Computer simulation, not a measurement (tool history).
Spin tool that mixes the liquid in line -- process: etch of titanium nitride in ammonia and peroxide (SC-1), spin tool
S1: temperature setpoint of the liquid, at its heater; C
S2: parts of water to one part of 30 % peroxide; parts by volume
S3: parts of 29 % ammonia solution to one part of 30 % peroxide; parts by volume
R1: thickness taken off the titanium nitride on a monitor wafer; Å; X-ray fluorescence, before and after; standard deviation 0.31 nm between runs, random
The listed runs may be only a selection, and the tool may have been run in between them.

run 1 day=0 | S1=48 S2=15 S3=0.55 time_under_the_liquid_(s)=290 | R1=165.41
run 2 day=0.338 | S1=49.5 S2=15 S3=0.55 time_under_the_liquid_(s)=290 | R1=183.27
run 3 day=0.575 | S1=53 S2=15 S3=0.55 time_under_the_liquid_(s)=290 | R1=234.5
run 4 day=0.858 | S1=46.5 S2=15 S3=0.55 time_under_the_liquid_(s)=290 | R1=148.46
run 5 day=1.121 | S1=46.5 S2=15 S3=0.7 time_under_the_liquid_(s)=290 | R1=154.75
run 6 day=1.296 | S1=46.5 S2=12.5 S3=0.7 time_under_the_liquid_(s)=290 | R1=169.19
run 7 day=1.438 | S1=48 S2=12.5 S3=0.7 time_under_the_liquid_(s)=290 | R1=189.26
run 8 day=1.5 | S1=49.5 S2=12.5 S3=0.7 time_under_the_liquid_(s)=290 | R1=212.32
run 9 day=1.617 | S1=51 S2=12.5 S3=0.7 time_under_the_liquid_(s)=290 | R1=233.99
run 10 day=1.962 | S1=52 S2=12.5 S3=0.7 time_under_the_liquid_(s)=290 | R1=251.08
run 11 day=2.229 | S1=52 S2=12.5 S3=0.7 time_under_the_liquid_(s)=290 | R1=249.1
run 12 day=2.35 | S1=53 S2=12.5 S3=0.7 time_under_the_liquid_(s)=290 | R1=268.09
run 13 day=2.388 | S1=54 S2=12.5 S3=0.7 time_under_the_liquid_(s)=290 | R1=289.7

What does the tool deliver on the next run?
run 14 day=2.6 | S1=62 S2=12.5 S3=0.7 time_under_the_liquid_(s)=290 | R1=?

Run 14 yielded R1 490.78 Å.
